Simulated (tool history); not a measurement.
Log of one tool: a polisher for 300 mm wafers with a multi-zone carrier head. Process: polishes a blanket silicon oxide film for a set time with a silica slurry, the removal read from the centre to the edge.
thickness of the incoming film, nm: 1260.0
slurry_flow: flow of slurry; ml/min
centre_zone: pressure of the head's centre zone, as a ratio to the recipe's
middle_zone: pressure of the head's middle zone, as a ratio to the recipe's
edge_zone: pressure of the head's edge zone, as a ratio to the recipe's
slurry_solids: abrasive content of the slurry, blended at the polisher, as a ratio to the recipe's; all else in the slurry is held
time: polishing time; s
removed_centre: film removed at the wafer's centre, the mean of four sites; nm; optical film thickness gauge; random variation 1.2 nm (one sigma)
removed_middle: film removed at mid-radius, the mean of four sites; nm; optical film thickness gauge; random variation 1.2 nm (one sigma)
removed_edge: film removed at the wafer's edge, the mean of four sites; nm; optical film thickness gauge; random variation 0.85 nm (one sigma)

Run 1, day 0.000: slurry_flow 265 ml/min, centre_zone 1.00, middle_zone 1.00, edge_zone 1.00, slurry_solids 1.00, time 79 s. Result: removed_centre 225.59 nm, removed_middle 229.09 nm, removed_edge 219.67 nm.
Run 2, day 0.262: slurry_flow 265 ml/min, centre_zone 1.00, middle_zone 1.00, edge_zone 1.00, slurry_solids 1.00, time 62 s. Result: removed_centre 181.65 nm, removed_middle 178.00 nm, removed_edge 173.79 nm.
Run 3, day 0.621: slurry_flow 260 ml/min, centre_zone 0.97, middle_zone 1.02, edge_zone 0.97, slurry_solids 0.90, time 61 s. Result: removed_centre 159.06 nm, removed_middle 168.18 nm, removed_edge 160.45 nm.
Run 4, day 0.967: slurry_flow 260 ml/min, centre_zone 1.03, middle_zone 1.02, edge_zone 0.97, slurry_solids 0.90, time 61 s. Result: removed_centre 172.33 nm, removed_middle 168.81 nm, removed_edge 157.90 nm.
Run 5, day 1.208: slurry_flow 255 ml/min, centre_zone 1.01, middle_zone 1.04, edge_zone 0.94, slurry_solids 0.85, time 61 s. Result: removed_centre 162.14 nm, removed_middle 163.93 nm, removed_edge 153.37 nm.
Run 6, day 1.554: slurry_flow 255 ml/min, centre_zone 1.01, middle_zone 1.10, edge_zone 0.94, slurry_solids 0.85, time 61 s. Result: removed_centre 160.92 nm, removed_middle 171.50 nm, removed_edge 152.77 nm.
At day 1.750: slurry nozzle cleaned.
Run 7, day 1.750: slurry_flow 255 ml/min, centre_zone 0.99, middle_zone 1.12, edge_zone 0.92, slurry_solids 0.80, time 60 s. Result: removed_centre 154.54 nm, removed_middle 173.47 nm, removed_edge 146.47 nm.
Run 8, day 1.888: slurry_flow 250 ml/min, centre_zone 0.97, middle_zone 1.12, edge_zone 0.91, slurry_solids 0.75, time 59 s. Result: removed_centre 148.41 nm, removed_middle 164.58 nm, removed_edge 139.64 nm.
Run 9, day 2.050: slurry_flow 245 ml/min, centre_zone 0.94, middle_zone 1.13, edge_zone 0.91, slurry_solids 0.70, time 58 s. Result: removed_centre 133.34 nm, removed_middle 157.73 nm, removed_edge 132.27 nm.
Run 10, day 2.267: slurry_flow 240 ml/min, centre_zone 0.92, middle_zone 1.13, edge_zone 0.90, slurry_solids 0.70, time 58 s. Result: removed_centre 128.30 nm, removed_middle 152.95 nm, removed_edge 129.16 nm.

Forecast run 11:
Run 11, day 2.500: slurry_flow 230 ml/min, centre_zone 0.91, middle_zone 1.13, edge_zone 0.89, slurry_solids 0.70, time 58 s. Result: removed_centre ?, removed_middle ?, removed_edge ?.

removed_centre: 128.69 nm
removed_middle: 156.38 nm
removed_edge: 128.60 nm
